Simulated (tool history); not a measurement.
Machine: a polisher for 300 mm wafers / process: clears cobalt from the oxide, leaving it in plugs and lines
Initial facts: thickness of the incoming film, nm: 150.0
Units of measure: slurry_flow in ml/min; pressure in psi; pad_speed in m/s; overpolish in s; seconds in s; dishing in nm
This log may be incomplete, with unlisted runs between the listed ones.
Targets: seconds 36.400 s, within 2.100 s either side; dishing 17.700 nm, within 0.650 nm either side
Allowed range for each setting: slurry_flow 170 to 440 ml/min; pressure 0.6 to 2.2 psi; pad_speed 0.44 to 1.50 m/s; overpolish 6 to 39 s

run,hour,slurry_flow,pressure,pad_speed,overpolish,seconds,dishing
1,0.0,280,1.4,0.96,20,39.227,32.930
2,8.5,280,1.6,0.96,20,34.504,34.381
3,11.5,280,1.6,0.96,14,33.591,30.387
4,19.8,280,1.6,0.96,17,33.092,32.220
5,26.8,280,1.3,0.96,17,40.228,30.125
6,27.4,230,1.3,0.96,17,43.467,30.002
7,35.7,295,1.1,1.00,14,45.817,26.063
8,43.4,340,0.9,1.14,12,50.359,22.925
9,48.9,370,0.9,1.26,10,44.869,21.511
10,54.9,440,0.8,1.50,6,43.776,15.522
11,57.9,430,0.9,1.50,6,40.018,16.639
12,65.4,430,1.0,1.50,7,35.955,19.851
13,72.7,435,1.0,1.50,7,35.915,19.838

Exactly one of the 5 candidate moves below puts every result within its allowed miss. Which one?
A,80.0,390,1.0,1.42,10,?,?
B,80.0,400,1.1,1.42,9,?,?
C,80.0,415,1.0,1.50,6,?,?
D,80.0,420,1.0,1.50,9,?,?
E,80.0,420,1.0,1.38,11,?,?

move,seconds,dishing
A,37.383,23.707
B,34.064,23.515
C,35.566,17.502
D,35.543,22.934
E,38.131,24.764
A: the biggest miss grows against the last run
B: the biggest miss grows against the last run
C: every result within its allowed miss
D: the biggest miss grows against the last run
E: the biggest miss grows against the last run
The move that meets every target is C.
